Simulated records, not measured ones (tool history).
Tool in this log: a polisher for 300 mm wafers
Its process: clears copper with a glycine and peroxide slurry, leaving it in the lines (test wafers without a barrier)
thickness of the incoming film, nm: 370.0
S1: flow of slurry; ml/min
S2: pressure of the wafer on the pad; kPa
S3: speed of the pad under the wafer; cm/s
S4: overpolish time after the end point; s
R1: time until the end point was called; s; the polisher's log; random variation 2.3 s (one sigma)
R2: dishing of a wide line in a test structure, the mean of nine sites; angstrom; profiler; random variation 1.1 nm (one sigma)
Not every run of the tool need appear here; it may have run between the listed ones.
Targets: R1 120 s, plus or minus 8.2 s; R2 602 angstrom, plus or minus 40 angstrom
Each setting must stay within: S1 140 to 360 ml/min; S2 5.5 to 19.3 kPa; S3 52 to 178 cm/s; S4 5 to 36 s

run  hour   S1    S2   S3  S4      R1      R2
  1     0  230  12.4  114  18  112.58  417.09
  2   1.6  230  12.4  114  13  115.11  310.25
  3  10.1  230  12.4  112  17  113.93  392.51
  4  15.3  230  10.3  112  17  128.12   355.7
  5    19  230  10.3  112  20  130.52  414.98
  6  25.5  230  11.7  112  20  118.87  429.68
  7  32.8  230  11.7  114  22  118.54  468.75
     33.7  -- slurry nozzle cleaned
  8  33.7  230  11.7  114  22  116.77  490.68
  9  40.7  230  11.7  114  23  115.69  508.81
 10  45.5  230  11.7  114  23  116.12  495.38

Exactly one of the 4 candidate moves below puts every result within its allowed miss. Which one?
  A  50.3  270  15.2  104  24   ?   ?
  B  50.3  285    11   96  23   ?   ?
  C  50.3  270    11  120  18   ?   ?
  D  50.3  250  13.8   88  30   ?   ?

move      R1      R2
   A  102.63  598.89
   B  128.58  476.84
   C  114.41  425.12
   D  119.86   633.6
A: brings the last run's worst result on target, with another outside its allowed miss
B: moves away from the targets compared with the last run
C: moves away from the targets compared with the last run
D: in spec on every target
D meets every target.
